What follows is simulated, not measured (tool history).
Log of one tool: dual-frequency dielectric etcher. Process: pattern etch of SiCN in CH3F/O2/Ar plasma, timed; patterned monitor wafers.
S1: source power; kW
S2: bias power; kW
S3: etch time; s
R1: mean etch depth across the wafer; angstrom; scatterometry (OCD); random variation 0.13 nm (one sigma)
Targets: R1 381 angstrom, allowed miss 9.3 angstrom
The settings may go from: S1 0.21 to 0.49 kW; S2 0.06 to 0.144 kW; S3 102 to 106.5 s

Run 1, hour 0: S1 0.35 kW, S2 0.102 kW, S3 102 s. Result: R1 455.03 angstrom.
Run 2, hour 3.4: S1 0.35 kW, S2 0.102 kW, S3 102 s. Result: R1 450.52 angstrom.
Run 3, hour 5.2: S1 0.37 kW, S2 0.102 kW, S3 102 s. Result: R1 461.3 angstrom.
Run 4, hour 8: S1 0.37 kW, S2 0.102 kW, S3 106.5 s. Result: R1 481.17 angstrom.
Run 5, hour 11.5: S1 0.36 kW, S2 0.096 kW, S3 106 s. Result: R1 465.9 angstrom.
At hour 13.2: source power generator calibrated.
Run 6, hour 13.2: S1 0.36 kW, S2 0.096 kW, S3 106.5 s. Result: R1 465.1 angstrom.
Run 7, hour 15.6: S1 0.34 kW, S2 0.093 kW, S3 106.5 s. Result: R1 455.23 angstrom.
Run 8, hour 23.7: S1 0.33 kW, S2 0.089 kW, S3 106 s. Result: R1 444.8 angstrom.
Run 9, hour 26.1: S1 0.33 kW, S2 0.089 kW, S3 106 s. Result: R1 442.09 angstrom.
Run 10, hour 27.1: S1 0.32 kW, S2 0.086 kW, S3 106 s. Result: R1 432.95 angstrom.
Run 11, hour 33.8: S1 0.31 kW, S2 0.084 kW, S3 106 s. Result: R1 429.74 angstrom.
Run 12, hour 38.4: S1 0.3 kW, S2 0.081 kW, S3 106 s. Result: R1 419.27 angstrom.
Run 13, hour 39.3: S1 0.29 kW, S2 0.079 kW, S3 106 s. Result: R1 411.74 angstrom.
Run 14, hour 43.2: S1 0.28 kW, S2 0.078 kW, S3 106 s. Result: R1 406.41 angstrom.

Which of these 5 next moves meets every target?
Run A, hour 47.1: S1 0.31 kW, S2 0.077 kW, S3 106.5 s. Result: R1 ?.
Run B, hour 47.1: S1 0.3 kW, S2 0.08 kW, S3 104 s. Result: R1 ?.
Run C, hour 47.1: S1 0.26 kW, S2 0.071 kW, S3 104.5 s. Result: R1 ?.
Run D, hour 47.1: S1 0.29 kW, S2 0.076 kW, S3 104.5 s. Result: R1 ?.
Run E, hour 47.1: S1 0.3 kW, S2 0.1 kW, S3 105 s. Result: R1 ?.

move      R1
   A  420.59
   B  410.42
   C  383.89
   D  403.12
   E  438.94
A: further off than the last run
B: further off than the last run
C: meets every target
D: nearer than the last run, and not there yet
E: further off than the last run
The right move is C.
